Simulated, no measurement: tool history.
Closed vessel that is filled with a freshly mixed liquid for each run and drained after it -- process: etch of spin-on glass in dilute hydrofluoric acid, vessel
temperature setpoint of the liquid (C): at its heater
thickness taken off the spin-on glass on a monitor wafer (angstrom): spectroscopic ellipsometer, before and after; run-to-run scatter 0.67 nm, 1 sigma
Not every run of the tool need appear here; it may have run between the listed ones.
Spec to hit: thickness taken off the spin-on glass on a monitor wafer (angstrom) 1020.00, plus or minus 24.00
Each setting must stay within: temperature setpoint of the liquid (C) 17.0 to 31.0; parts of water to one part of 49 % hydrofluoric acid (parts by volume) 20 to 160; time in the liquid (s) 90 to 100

run,hour,temperature setpoint of the liquid (C),parts of water to one part of 49 % hydrofluoric acid (parts by volume),time in the liquid (s),thickness taken off the spin-on glass on a monitor wafer (angstrom)
1,0.0,23.0,90,90,406.15
2,1.0,26.5,90,90,465.61
3,7.1,27.0,85,90,503.25
4,15.0,27.5,80,90,551.11
5,21.4,29.5,80,90,597.93
6,22.7,29.5,75,90,641.96
7,27.5,29.5,70,90,693.04
8,31.1,31.0,40,90,1335.30
9,38.0,30.5,40,90,1311.60
10,44.1,29.5,40,90,1271.70
11,47.7,29.0,40,90,1233.90
12,54.6,28.5,40,90,1212.70

Below are 5 possible settings for the next run. Only one of them brings all results inside the allowed miss of their targets. Which is it?
A,61.5,28.5,40,95,?
B,61.5,28.5,55,100,?
C,61.5,30.5,60,100,?
D,61.5,29.0,50,100,?
E,61.5,28.5,50,95,?

move,thickness taken off the spin-on glass on a monitor wafer (angstrom)
A,1279.60
B,957.98
C,942.52
D,1082.80
E,1008.50
A: misses by more than the last run did
B: takes the result that was furthest off past its target
C: takes the result that was furthest off past its target
D: nearer the targets than the last run, but a result is still out of spec
E: meets every target
Correct choice: E, which meets every target
